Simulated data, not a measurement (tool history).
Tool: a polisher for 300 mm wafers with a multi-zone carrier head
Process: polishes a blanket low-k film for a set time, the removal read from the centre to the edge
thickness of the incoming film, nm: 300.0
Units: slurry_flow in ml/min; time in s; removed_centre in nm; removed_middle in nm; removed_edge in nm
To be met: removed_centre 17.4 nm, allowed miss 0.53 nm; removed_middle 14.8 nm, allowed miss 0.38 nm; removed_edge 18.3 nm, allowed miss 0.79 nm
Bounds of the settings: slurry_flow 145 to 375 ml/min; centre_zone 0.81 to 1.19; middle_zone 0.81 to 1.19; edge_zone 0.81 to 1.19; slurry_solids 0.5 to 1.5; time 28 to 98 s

run 1 hour=0 | slurry_flow=240 centre_zone=1 middle_zone=1 edge_zone=1 slurry_solids=1 time=63 | removed_centre=26.063 removed_middle=24.217 removed_edge=24.017
run 2 hour=7.9 | slurry_flow=225 centre_zone=0.98 middle_zone=0.94 edge_zone=1.02 slurry_solids=0.85 time=62 | removed_centre=23.718 removed_middle=20.627 removed_edge=22.387
run 3 hour=14.3 | slurry_flow=215 centre_zone=0.94 middle_zone=0.9 edge_zone=1.01 slurry_solids=0.75 time=62 | removed_centre=21.199 removed_middle=19.147 removed_edge=20.932
run 4 hour=15.8 | slurry_flow=215 centre_zone=0.94 middle_zone=0.9 edge_zone=1.01 slurry_solids=0.75 time=74 | removed_centre=24.905 removed_middle=22.561 removed_edge=25.309
run 5 hour=23.8 | slurry_flow=200 centre_zone=0.93 middle_zone=0.87 edge_zone=1.02 slurry_solids=0.65 time=70 | removed_centre=21.773 removed_middle=19.188 removed_edge=22.217
-- hour=25.2 centre zone pressure recalibrated
run 6 hour=25.2 | slurry_flow=190 centre_zone=0.92 middle_zone=0.85 edge_zone=1.03 slurry_solids=0.6 time=68 | removed_centre=19.026 removed_middle=17.66 removed_edge=20.394
run 7 hour=25.8 | slurry_flow=185 centre_zone=0.95 middle_zone=0.84 edge_zone=1.05 slurry_solids=0.55 time=67 | removed_centre=18.733 removed_middle=16.3 removed_edge=19.968
run 8 hour=26.8 | slurry_flow=175 centre_zone=0.95 middle_zone=0.83 edge_zone=1.04 slurry_solids=0.55 time=66 | removed_centre=18.159 removed_middle=15.881 removed_edge=19.456
run 9 hour=33 | slurry_flow=175 centre_zone=0.95 middle_zone=0.83 edge_zone=1.04 slurry_solids=0.55 time=66 | removed_centre=18.071 removed_middle=15.707 removed_edge=19.257
run 10 hour=40.2 | slurry_flow=170 centre_zone=0.95 middle_zone=0.82 edge_zone=1.03 slurry_solids=0.55 time=66 | removed_centre=18.185 removed_middle=15.777 removed_edge=19.11
run 11 hour=44.8 | slurry_flow=165 centre_zone=0.96 middle_zone=0.82 edge_zone=1.03 slurry_solids=0.55 time=66 | removed_centre=17.843 removed_middle=15.666 removed_edge=19.304
run 12 hour=52.1 | slurry_flow=160 centre_zone=0.99 middle_zone=0.81 edge_zone=1 slurry_solids=0.5 time=64 | removed_centre=17.521 removed_middle=14.204 removed_edge=17.545
run 13 hour=60.2 | slurry_flow=165 centre_zone=0.98 middle_zone=0.81 edge_zone=1.01 slurry_solids=0.5 time=64 | removed_centre=17.088 removed_middle=14.273 removed_edge=17.791
run 14 hour=68.7 | slurry_flow=170 centre_zone=0.98 middle_zone=0.81 edge_zone=1.02 slurry_solids=0.5 time=64 | removed_centre=17.342 removed_middle=14.314 removed_edge=17.715

Which of these 5 next moves meets every target?
run A hour=77.2 | slurry_flow=245 centre_zone=0.95 middle_zone=0.81 edge_zone=1.04 slurry_solids=0.5 time=64 | removed_centre=? removed_middle=? removed_edge=?
run B hour=77.2 | slurry_flow=145 centre_zone=0.92 middle_zone=0.82 edge_zone=1.11 slurry_solids=0.5 time=70 | removed_centre=? removed_middle=? removed_edge=?
run C hour=77.2 | slurry_flow=150 centre_zone=0.98 middle_zone=0.87 edge_zone=1.05 slurry_solids=0.6 time=60 | removed_centre=? removed_middle=? removed_edge=?
run D hour=77.2 | slurry_flow=145 centre_zone=1.1 middle_zone=0.88 edge_zone=0.98 slurry_solids=0.6 time=57 | removed_centre=? removed_middle=? removed_edge=?
run E hour=77.2 | slurry_flow=200 centre_zone=0.91 middle_zone=0.94 edge_zone=0.97 slurry_solids=0.5 time=62 | removed_centre=? removed_middle=? removed_edge=?

move=A removed_centre=17.396 removed_middle=15.083 removed_edge=18.334
move=B removed_centre=17.375 removed_middle=15.816 removed_edge=19.88
move=C removed_centre=17.478 removed_middle=15.655 removed_edge=18.243
move=D removed_centre=18.578 removed_middle=14.95 removed_edge=16.758
move=E removed_centre=15.813 removed_middle=16.216 removed_edge=16.949
A: meets every target
B: takes the result that was furthest off past its target
C: takes the result that was furthest off past its target
D: brings the result that was furthest off to its target, and leaves another outside
E: takes the result that was furthest off past its target
The right move is A.
